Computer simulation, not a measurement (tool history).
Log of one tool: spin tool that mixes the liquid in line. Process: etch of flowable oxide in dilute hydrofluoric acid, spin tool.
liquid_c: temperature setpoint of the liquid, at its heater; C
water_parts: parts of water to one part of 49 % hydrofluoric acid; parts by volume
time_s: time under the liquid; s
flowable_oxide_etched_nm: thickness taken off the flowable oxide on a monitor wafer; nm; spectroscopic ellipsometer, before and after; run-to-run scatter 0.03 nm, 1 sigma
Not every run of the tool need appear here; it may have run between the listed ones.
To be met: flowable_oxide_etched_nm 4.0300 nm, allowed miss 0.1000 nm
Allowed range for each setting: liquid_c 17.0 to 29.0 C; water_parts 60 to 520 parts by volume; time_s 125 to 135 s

Run 1, hour 0.0: liquid_c 21.0 C, water_parts 290 parts by volume, time_s 125 s. Result: flowable_oxide_etched_nm 6.6690 nm.
Run 2, hour 1.8: liquid_c 20.5 C, water_parts 300 parts by volume, time_s 125 s. Result: flowable_oxide_etched_nm 6.2774 nm.
Run 3, hour 8.7: liquid_c 20.0 C, water_parts 310 parts by volume, time_s 125 s. Result: flowable_oxide_etched_nm 5.9160 nm.
Run 4, hour 11.6: liquid_c 19.5 C, water_parts 315 parts by volume, time_s 125 s. Result: flowable_oxide_etched_nm 5.6602 nm.
Run 5, hour 17.9: liquid_c 19.5 C, water_parts 315 parts by volume, time_s 135 s. Result: flowable_oxide_etched_nm 6.1121 nm.
Run 6, hour 20.6: liquid_c 17.0 C, water_parts 315 parts by volume, time_s 135 s. Result: flowable_oxide_etched_nm 5.6484 nm.
Run 7, hour 29.2: liquid_c 17.0 C, water_parts 325 parts by volume, time_s 135 s. Result: flowable_oxide_etched_nm 5.3856 nm.
Run 8, hour 33.0: liquid_c 17.0 C, water_parts 330 parts by volume, time_s 135 s. Result: flowable_oxide_etched_nm 5.3132 nm.
Run 9, hour 38.7: liquid_c 17.0 C, water_parts 335 parts by volume, time_s 135 s. Result: flowable_oxide_etched_nm 5.1254 nm.
Run 10, hour 40.9: liquid_c 17.0 C, water_parts 340 parts by volume, time_s 135 s. Result: flowable_oxide_etched_nm 5.0465 nm.
Run 11, hour 47.0: liquid_c 17.0 C, water_parts 345 parts by volume, time_s 135 s. Result: flowable_oxide_etched_nm 4.9371 nm.
Run 12, hour 53.4: liquid_c 17.0 C, water_parts 350 parts by volume, time_s 135 s. Result: flowable_oxide_etched_nm 4.8386 nm.
Run 13, hour 58.6: liquid_c 17.0 C, water_parts 355 parts by volume, time_s 135 s. Result: flowable_oxide_etched_nm 4.8342 nm.

Which one of the following 4 next-run settings gets every result inside its allowed miss? There is exactly one.
Run A, hour 63.8: liquid_c 18.0 C, water_parts 400 parts by volume, time_s 135 s. Result: flowable_oxide_etched_nm ?.
Run B, hour 63.8: liquid_c 17.0 C, water_parts 380 parts by volume, time_s 125 s. Result: flowable_oxide_etched_nm ?.
Run C, hour 63.8: liquid_c 19.5 C, water_parts 390 parts by volume, time_s 125 s. Result: flowable_oxide_etched_nm ?.
Run D, hour 63.8: liquid_c 17.5 C, water_parts 390 parts by volume, time_s 135 s. Result: flowable_oxide_etched_nm ?.

move  flowable_oxide_etched_nm
   A                    4.2092
   B                    4.0203
   C                    4.2493
   D                    4.2741
A: moves toward the targets from the last run without getting all of them in spec
B: meets every target
C: moves toward the targets from the last run without getting all of them in spec
D: moves toward the targets from the last run without getting all of them in spec
Correct choice: B, which meets every target
